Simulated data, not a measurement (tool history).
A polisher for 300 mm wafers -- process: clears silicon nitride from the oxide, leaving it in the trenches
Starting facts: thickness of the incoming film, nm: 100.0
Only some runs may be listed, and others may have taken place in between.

run  hour  flow of slurry (ml/min)  pressure of the wafer on the pad (kPa)  speed of the pad under the wafer (m/s)  overpolish time after the end point (s)  time until the end point was called (s)
  1     0                      140                                    15.2                                    0.88                                       15                                   182.91
  2   3.4                      135                                    14.5                                    0.88                                       15                                   191.63
  3  12.3                      135                                    14.5                                     0.7                                       15                                   230.97
  4  19.8                      140                                    14.5                                     0.7                                       15                                   227.61
  5  25.3                      140                                    14.5                                     0.9                                       15                                   192.68
  6  33.6                      140                                    13.8                                     0.9                                       15                                   197.48

The next listed run, before its measurement:
  7  36.2                      135                                    13.8                                     0.9                                       15                                        ?

time until the end point was called (s): 201.2
